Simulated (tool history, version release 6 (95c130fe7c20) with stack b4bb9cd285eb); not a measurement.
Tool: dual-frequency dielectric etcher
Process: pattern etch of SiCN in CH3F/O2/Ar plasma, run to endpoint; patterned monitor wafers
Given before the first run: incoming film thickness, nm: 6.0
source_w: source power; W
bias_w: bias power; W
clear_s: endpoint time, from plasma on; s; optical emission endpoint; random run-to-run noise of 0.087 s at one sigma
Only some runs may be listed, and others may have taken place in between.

| run | day | source_w | bias_w | clear_s |
|---|---|---|---|---|
| 1 | 0 | 480 | 92 | 15.029 |
| 2 | 0.346 | 520 | 95 | 14.442 |
| 3 | 0.6 | 450 | 95 | 15.341 |
| 4 | 0.775 | 490 | 98 | 14.59 |
| 5 | 0.954 | 450 | 98 | 15.323 |
| 6 | 1.254 | 490 | 101 | 14.312 |
| 7 | 1.538 | 510 | 102 | 14.164 |

Run 8 is up next; what results do you expect?
| 8 | 1.896 | 590 | 111 | ? |

{"run 8": {"clear_s": 12.685}}
